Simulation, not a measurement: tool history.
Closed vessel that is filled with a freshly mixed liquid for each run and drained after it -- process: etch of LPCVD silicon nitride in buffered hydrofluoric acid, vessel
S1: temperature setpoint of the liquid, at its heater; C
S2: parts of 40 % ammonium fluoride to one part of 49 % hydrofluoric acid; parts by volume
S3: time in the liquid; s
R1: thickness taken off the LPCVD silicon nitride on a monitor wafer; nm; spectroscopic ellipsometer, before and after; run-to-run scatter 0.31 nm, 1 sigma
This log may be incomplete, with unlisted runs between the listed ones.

run 1 hour=0.0 | S1=23.0 S2=8.5 S3=2675 | R1=32.531
run 2 hour=5.5 | S1=25.0 S2=7.5 S3=2675 | R1=41.668
run 3 hour=7.6 | S1=26.5 S2=7.0 S3=2675 | R1=48.502
run 4 hour=14.6 | S1=27.5 S2=7.0 S3=2675 | R1=51.483
run 5 hour=18.2 | S1=28.5 S2=7.0 S3=2675 | R1=54.492
run 6 hour=20.0 | S1=29.0 S2=7.0 S3=2675 | R1=55.969

For run 7, what comes out?
run 7 hour=23.4 | S1=29.5 S2=7.0 S3=2675 | R1=?

{"run 7": {"R1": 57.66}}

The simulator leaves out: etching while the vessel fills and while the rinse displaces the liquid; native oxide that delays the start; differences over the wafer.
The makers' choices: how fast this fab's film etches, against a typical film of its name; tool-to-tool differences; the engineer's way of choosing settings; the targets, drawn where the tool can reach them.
